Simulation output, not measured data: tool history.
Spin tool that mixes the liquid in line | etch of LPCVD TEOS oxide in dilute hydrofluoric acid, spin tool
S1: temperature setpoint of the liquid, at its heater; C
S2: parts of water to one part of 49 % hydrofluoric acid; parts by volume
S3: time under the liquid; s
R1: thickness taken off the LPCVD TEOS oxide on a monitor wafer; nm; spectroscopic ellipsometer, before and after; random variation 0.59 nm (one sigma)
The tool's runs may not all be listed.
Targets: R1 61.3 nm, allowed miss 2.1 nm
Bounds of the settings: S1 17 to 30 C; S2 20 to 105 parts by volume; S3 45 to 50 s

{"run": 1, "day": 0.0, "S1": 22, "S2": 55, "S3": 45, "R1": 19.981}
{"run": 2, "day": 0.325, "S1": 22, "S2": 35, "S3": 45, "R1": 32.121}
{"run": 3, "day": 0.638, "S1": 23, "S2": 35, "S3": 45, "R1": 33.95}
{"run": 4, "day": 0.825, "S1": 23, "S2": 45, "S3": 45, "R1": 25.939}
{"run": 5, "day": 1.021, "S1": 24, "S2": 40, "S3": 45, "R1": 30.296}
{"run": 6, "day": 1.104, "S1": 26, "S2": 40, "S3": 45, "R1": 32.688}
{"run": 7, "day": 1.362, "S1": 26.5, "S2": 35, "S3": 45, "R1": 39.137}
{"run": 8, "day": 1.417, "S1": 27, "S2": 35, "S3": 45, "R1": 39.585}
{"run": 9, "day": 1.475, "S1": 27.5, "S2": 35, "S3": 45, "R1": 41.374}

5 next moves are on the table. One of them brings every result within its allowed miss. Which?
{"run": "A", "day": 1.533, "S1": 26.5, "S2": 25, "S3": 50, "R1": "?"}
{"run": "B", "day": 1.533, "S1": 27, "S2": 50, "S3": 45, "R1": "?"}
{"run": "C", "day": 1.533, "S1": 25, "S2": 45, "S3": 45, "R1": "?"}
{"run": "D", "day": 1.533, "S1": 29, "S2": 25, "S3": 50, "R1": "?"}
{"run": "E", "day": 1.533, "S1": 26, "S2": 40, "S3": 45, "R1": "?"}

move=A R1=61.803
move=B R1=27.38
move=C R1=28.247
move=D R1=68.457
move=E R1=33.336
A: meets every target
B: further off than the last run
C: further off than the last run
D: takes the result that was furthest off past its target
E: further off than the last run
Move A is the one to make.
